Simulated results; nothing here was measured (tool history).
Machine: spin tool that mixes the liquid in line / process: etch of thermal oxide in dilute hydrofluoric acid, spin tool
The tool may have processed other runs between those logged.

run,hour,temperature setpoint of the liquid (°C),parts of water to one part of 49 % hydrofluoric acid (parts by volume),time under the liquid (s),thickness taken off the thermal oxide on a monitor wafer (Å)
1,0,23,110,95,38.103
2,7.4,25,110,95,41.604
3,16.1,26.5,110,95,43.968
4,23,27.5,110,95,45.162
5,24.6,27.5,130,95,37.428
6,32.2,27.5,130,75,29.555
7,35.6,28.5,120,75,33.853

Forecast run 8:
8,41.8,29,110,75,?

thickness taken off the thermal oxide on a monitor wafer (Å): 38.221

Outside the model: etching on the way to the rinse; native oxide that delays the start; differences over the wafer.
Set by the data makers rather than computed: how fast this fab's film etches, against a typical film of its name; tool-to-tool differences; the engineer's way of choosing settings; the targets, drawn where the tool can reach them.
